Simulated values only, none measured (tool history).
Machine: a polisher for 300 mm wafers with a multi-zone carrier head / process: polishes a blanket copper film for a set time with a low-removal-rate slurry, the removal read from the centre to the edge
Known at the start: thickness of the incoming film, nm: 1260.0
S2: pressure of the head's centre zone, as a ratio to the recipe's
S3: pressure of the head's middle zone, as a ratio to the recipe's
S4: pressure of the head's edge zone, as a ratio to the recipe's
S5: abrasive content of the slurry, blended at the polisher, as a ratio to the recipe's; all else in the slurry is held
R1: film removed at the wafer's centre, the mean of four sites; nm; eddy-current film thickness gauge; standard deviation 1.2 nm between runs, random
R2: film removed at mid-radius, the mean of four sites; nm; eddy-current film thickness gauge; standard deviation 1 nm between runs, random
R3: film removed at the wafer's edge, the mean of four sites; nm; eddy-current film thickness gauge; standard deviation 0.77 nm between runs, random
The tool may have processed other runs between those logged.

{"run": 1, "hour": 0.0, "flow of slurry (ml/min)": 130, "S2": 1, "S3": 1, "S4": 1, "S5": 1, "polishing time (s)": 41, "R1": 172.55, "R2": 173.45, "R3": 171.89}
{"run": 2, "hour": 4.2, "flow of slurry (ml/min)": 130, "S2": 1, "S3": 1, "S4": 1.03, "S5": 1, "polishing time (s)": 41, "R1": 170.16, "R2": 176.09, "R3": 173.74}
{"run": 3, "hour": 9.4, "flow of slurry (ml/min)": 130, "S2": 1, "S3": 0.96, "S4": 1.03, "S5": 1, "polishing time (s)": 41, "R1": 169.97, "R2": 172.66, "R3": 174.5}
{"run": 4, "hour": 16.1, "flow of slurry (ml/min)": 115, "S2": 1, "S3": 0.96, "S4": 1.03, "S5": 1, "polishing time (s)": 41, "R1": 167.88, "R2": 165.58, "R3": 172.93}
{"run": 5, "hour": 22.4, "flow of slurry (ml/min)": 115, "S2": 1, "S3": 0.96, "S4": 0.96, "S5": 1, "polishing time (s)": 41, "R1": 162.64, "R2": 163.28, "R3": 167.52}
{"run": 6, "hour": 23.6, "flow of slurry (ml/min)": 115, "S2": 0.94, "S3": 0.96, "S4": 0.96, "S5": 1, "polishing time (s)": 41, "R1": 156.41, "R2": 164.27, "R3": 166.54}
{"run": 7, "hour": 26.5, "flow of slurry (ml/min)": 115, "S2": 0.94, "S3": 0.97, "S4": 0.95, "S5": 0.95, "polishing time (s)": 39, "R1": 145.82, "R2": 156.23, "R3": 159.27}
{"run": 8, "hour": 30.1, "flow of slurry (ml/min)": 120, "S2": 0.95, "S3": 0.98, "S4": 0.94, "S5": 0.9, "polishing time (s)": 36, "R1": 138.52, "R2": 144.32, "R3": 144.15}

Expected results for the next run?
{"run": 9, "hour": 33.2, "flow of slurry (ml/min)": 120, "S2": 0.94, "S3": 0.99, "S4": 0.93, "S5": 0.85, "polishing time (s)": 34, "R1": "?", "R2": "?", "R3": "?"}

{"run 9": {"R1": 126.52, "R2": 138.86, "R3": 133.65}}
